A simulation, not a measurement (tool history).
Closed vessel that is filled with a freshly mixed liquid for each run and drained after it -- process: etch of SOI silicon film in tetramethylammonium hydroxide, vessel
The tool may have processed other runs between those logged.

| run | hour | temperature setpoint of the liquid (K) | concentration of hydroxide in the mixed liquid (% by weight) | time in the liquid (s) | thickness taken off the SOI silicon film on a monitor wafer (nm) |
|---|---|---|---|---|---|
| 1 | 0 | 348.15 | 17.5 | 105 | 797.52 |
| 2 | 6.3 | 350.65 | 17.5 | 105 | 911.45 |
| 3 | 9.9 | 350.65 | 17.5 | 115 | 994.26 |
| 4 | 17.4 | 350.65 | 17.5 | 115 | 997.06 |
| 5 | 26.2 | 350.65 | 20 | 115 | 951.44 |
| 6 | 34.1 | 350.65 | 20 | 105 | 868.16 |
| 7 | 41.3 | 352.65 | 19 | 105 | 998.62 |
| 8 | 48 | 354.15 | 19 | 105 | 1061.4 |
| 9 | 51.8 | 354.15 | 19 | 105 | 1077.4 |

Estimate the outcome of run 10 from the log above:
| 10 | 59.8 | 355.15 | 19 | 105 | ? |

{"run 10": {"thickness taken off the SOI silicon film on a monitor wafer (nm)": 1145.7}}
